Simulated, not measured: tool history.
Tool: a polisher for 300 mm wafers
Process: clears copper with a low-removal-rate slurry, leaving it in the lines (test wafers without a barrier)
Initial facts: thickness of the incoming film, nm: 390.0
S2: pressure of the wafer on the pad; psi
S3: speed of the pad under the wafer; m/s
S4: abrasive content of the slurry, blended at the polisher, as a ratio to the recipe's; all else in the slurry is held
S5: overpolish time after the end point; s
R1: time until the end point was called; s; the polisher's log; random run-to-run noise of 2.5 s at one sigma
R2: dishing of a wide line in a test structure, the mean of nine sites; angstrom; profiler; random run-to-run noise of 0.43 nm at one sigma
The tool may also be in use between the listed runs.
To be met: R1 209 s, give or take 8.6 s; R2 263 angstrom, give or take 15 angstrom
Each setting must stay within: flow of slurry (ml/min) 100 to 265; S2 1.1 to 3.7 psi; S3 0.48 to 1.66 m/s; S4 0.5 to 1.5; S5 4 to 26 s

{"run": 1, "hour": 0.0, "flow of slurry (ml/min)": 170, "S2": 2.4, "S3": 1.06, "S4": 1, "S5": 13, "R1": 158.93, "R2": 209.12}
{"run": 2, "hour": 9.0, "flow of slurry (ml/min)": 165, "S2": 2.3, "S3": 1.06, "S4": 1, "S5": 15, "R1": 164.29, "R2": 226.04}
{"run": 3, "hour": 17.5, "flow of slurry (ml/min)": 165, "S2": 2.3, "S3": 1.06, "S4": 1, "S5": 10, "R1": 168.53, "R2": 156.23}
{"run": 4, "hour": 22.0, "flow of slurry (ml/min)": 160, "S2": 2.2, "S3": 1.04, "S4": 1, "S5": 13, "R1": 178.12, "R2": 192.97}
{"run": 5, "hour": 23.8, "flow of slurry (ml/min)": 160, "S2": 2.2, "S3": 1.04, "S4": 1, "S5": 10, "R1": 176.99, "R2": 147.13}
{"run": 6, "hour": 27.5, "flow of slurry (ml/min)": 160, "S2": 2.2, "S3": 1.04, "S4": 1, "S5": 13, "R1": 175.86, "R2": 190.27}
{"run": 7, "hour": 33.4, "flow of slurry (ml/min)": 160, "S2": 2.1, "S3": 1.04, "S4": 1, "S5": 15, "R1": 183.93, "R2": 206.8}
{"run": 8, "hour": 39.8, "flow of slurry (ml/min)": 160, "S2": 2, "S3": 1.04, "S4": 1, "S5": 16, "R1": 195.6, "R2": 215.77}
{"run": 9, "hour": 42.4, "flow of slurry (ml/min)": 150, "S2": 1.9, "S3": 1.04, "S4": 1, "S5": 20, "R1": 200.32, "R2": 238.79}
{"run": 10, "hour": 44.6, "flow of slurry (ml/min)": 155, "S2": 1.9, "S3": 1.04, "S4": 1, "S5": 20, "R1": 207.52, "R2": 242.21}
{"run": 11, "hour": 45.4, "flow of slurry (ml/min)": 160, "S2": 1.9, "S3": 1.04, "S4": 1, "S5": 20, "R1": 198.43, "R2": 245.22}

5 next moves are on the table. One of them brings every result within its allowed miss. Which?
{"run": "A", "hour": 46.2, "flow of slurry (ml/min)": 165, "S2": 2.2, "S3": 0.92, "S4": 1.1, "S5": 17, "R1": "?", "R2": "?"}
{"run": "B", "hour": 46.2, "flow of slurry (ml/min)": 135, "S2": 1.6, "S3": 1.08, "S4": 1.1, "S5": 25, "R1": "?", "R2": "?"}
{"run": "C", "hour": 46.2, "flow of slurry (ml/min)": 135, "S2": 1.8, "S3": 1, "S4": 0.9, "S5": 25, "R1": "?", "R2": "?"}
{"run": "D", "hour": 46.2, "flow of slurry (ml/min)": 180, "S2": 2.5, "S3": 0.72, "S4": 1.2, "S5": 25, "R1": "?", "R2": "?"}
{"run": "E", "hour": 46.2, "flow of slurry (ml/min)": 160, "S2": 1.7, "S3": 1.12, "S4": 0.95, "S5": 23, "R1": "?", "R2": "?"}

move=A R1=195.17 R2=214.64
move=B R1=236.07 R2=252.83
move=C R1=235.99 R2=254.43
move=D R1=211.5 R2=285.17
move=E R1=213.78 R2=257.25
A: moves away from the targets compared with the last run
B: takes the biggest miss from the last run beyond its target
C: takes the biggest miss from the last run beyond its target
D: meets the target for the result that was furthest off, but another lies outside its allowed miss
E: all results in spec
The right move is E.
